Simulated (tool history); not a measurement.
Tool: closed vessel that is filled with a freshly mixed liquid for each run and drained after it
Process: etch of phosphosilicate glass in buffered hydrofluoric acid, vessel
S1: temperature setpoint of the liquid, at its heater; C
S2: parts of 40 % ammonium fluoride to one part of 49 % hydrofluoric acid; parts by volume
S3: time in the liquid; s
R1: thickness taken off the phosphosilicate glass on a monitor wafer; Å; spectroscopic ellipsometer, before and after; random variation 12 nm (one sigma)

run 1 hour=0.0 | S1=24.0 S2=9.0 S3=95 | R1=10187.0
run 2 hour=8.4 | S1=24.5 S2=9.0 S3=95 | R1=10470.0
run 3 hour=17.3 | S1=25.0 S2=9.0 S3=95 | R1=10739.0
run 4 hour=22.0 | S1=25.5 S2=9.0 S3=95 | R1=10845.0
run 5 hour=26.2 | S1=22.5 S2=9.0 S3=95 | R1=9461.7
run 6 hour=30.5 | S1=22.5 S2=9.0 S3=105 | R1=10271.0

What does the tool deliver on the next run?
run 7 hour=33.1 | S1=23.0 S2=9.0 S3=105 | R1=?

R1: 10749.0 Å
